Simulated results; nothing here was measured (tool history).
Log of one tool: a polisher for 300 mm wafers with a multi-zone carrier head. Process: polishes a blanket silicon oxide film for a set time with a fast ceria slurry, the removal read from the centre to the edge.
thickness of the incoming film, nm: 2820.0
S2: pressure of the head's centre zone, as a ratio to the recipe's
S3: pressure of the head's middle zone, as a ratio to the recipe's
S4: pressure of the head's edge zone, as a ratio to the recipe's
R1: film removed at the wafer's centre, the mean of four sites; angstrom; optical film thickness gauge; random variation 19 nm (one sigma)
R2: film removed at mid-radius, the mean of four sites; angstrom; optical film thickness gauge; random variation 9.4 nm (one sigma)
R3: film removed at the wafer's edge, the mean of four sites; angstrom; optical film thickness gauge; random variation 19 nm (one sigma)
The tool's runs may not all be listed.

{"run": 1, "hour": 0.0, "flow of slurry (ml/min)": 295, "S2": 1.0, "S3": 1.0, "S4": 1.0, "polishing time (s)": 60, "R1": 11070, "R2": 10769, "R3": 10894}
{"run": 2, "hour": 8.0, "flow of slurry (ml/min)": 300, "S2": 1.03, "S3": 1.04, "S4": 1.02, "polishing time (s)": 62, "R1": 11928, "R2": 11731, "R3": 11380}
{"run": 3, "hour": 15.3, "flow of slurry (ml/min)": 300, "S2": 1.03, "S3": 1.04, "S4": 1.02, "polishing time (s)": 71, "R1": 13649, "R2": 13170, "R3": 13450}
{"run": 4, "hour": 23.8, "flow of slurry (ml/min)": 310, "S2": 1.05, "S3": 1.06, "S4": 1.02, "polishing time (s)": 71, "R1": 14067, "R2": 13583, "R3": 13258}
{"run": 5, "hour": 32.6, "flow of slurry (ml/min)": 310, "S2": 1.05, "S3": 1.06, "S4": 1.02, "polishing time (s)": 81, "R1": 15456, "R2": 15337, "R3": 14628}
{"run": 6, "hour": 34.3, "flow of slurry (ml/min)": 310, "S2": 1.05, "S3": 1.05, "S4": 1.0, "polishing time (s)": 81, "R1": 15686, "R2": 15233, "R3": 14902}
{"run": 7, "hour": 40.7, "flow of slurry (ml/min)": 310, "S2": 1.05, "S3": 1.05, "S4": 0.97, "polishing time (s)": 80, "R1": 15531, "R2": 15092, "R3": 14335}

Run 8 comes next. What will it give?
{"run": 8, "hour": 47.9, "flow of slurry (ml/min)": 310, "S2": 1.05, "S3": 1.05, "S4": 0.96, "polishing time (s)": 80, "R1": "?", "R2": "?", "R3": "?"}

{"run 8": {"R1": 15115, "R2": 15041, "R3": 14496}}
